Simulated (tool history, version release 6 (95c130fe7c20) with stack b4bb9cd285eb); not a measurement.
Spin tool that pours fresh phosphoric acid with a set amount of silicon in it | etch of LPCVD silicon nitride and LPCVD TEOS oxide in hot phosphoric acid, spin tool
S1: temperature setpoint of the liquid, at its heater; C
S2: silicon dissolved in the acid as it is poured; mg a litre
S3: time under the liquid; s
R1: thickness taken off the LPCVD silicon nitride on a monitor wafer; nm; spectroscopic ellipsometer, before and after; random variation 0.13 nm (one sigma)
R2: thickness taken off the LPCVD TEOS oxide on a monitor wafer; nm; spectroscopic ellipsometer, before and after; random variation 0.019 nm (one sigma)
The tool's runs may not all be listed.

{"run": 1, "hour": 0.0, "S1": 160.0, "S2": 19.0, "S3": 180, "R1": 17.49, "R2": 0.43784}
{"run": 2, "hour": 8.9, "S1": 159.0, "S2": 16.5, "S3": 175, "R1": 16.312, "R2": 0.47112}
{"run": 3, "hour": 17.2, "S1": 159.0, "S2": 12.0, "S3": 175, "R1": 16.486, "R2": 0.50716}
{"run": 4, "hour": 24.1, "S1": 158.5, "S2": 13.5, "S3": 175, "R1": 16.018, "R2": 0.48614}
{"run": 5, "hour": 29.5, "S1": 160.5, "S2": 13.5, "S3": 175, "R1": 17.387, "R2": 0.53313}
{"run": 6, "hour": 35.2, "S1": 159.5, "S2": 14.5, "S3": 175, "R1": 16.597, "R2": 0.43676}
{"run": 7, "hour": 40.9, "S1": 159.0, "S2": 14.0, "S3": 175, "R1": 16.23, "R2": 0.44981}

The next listed run, before its measurement:
{"run": 8, "hour": 43.0, "S1": 158.5, "S2": 13.5, "S3": 175, "R1": "?", "R2": "?"}

R1: 15.947 nm
R2: 0.45451 nm
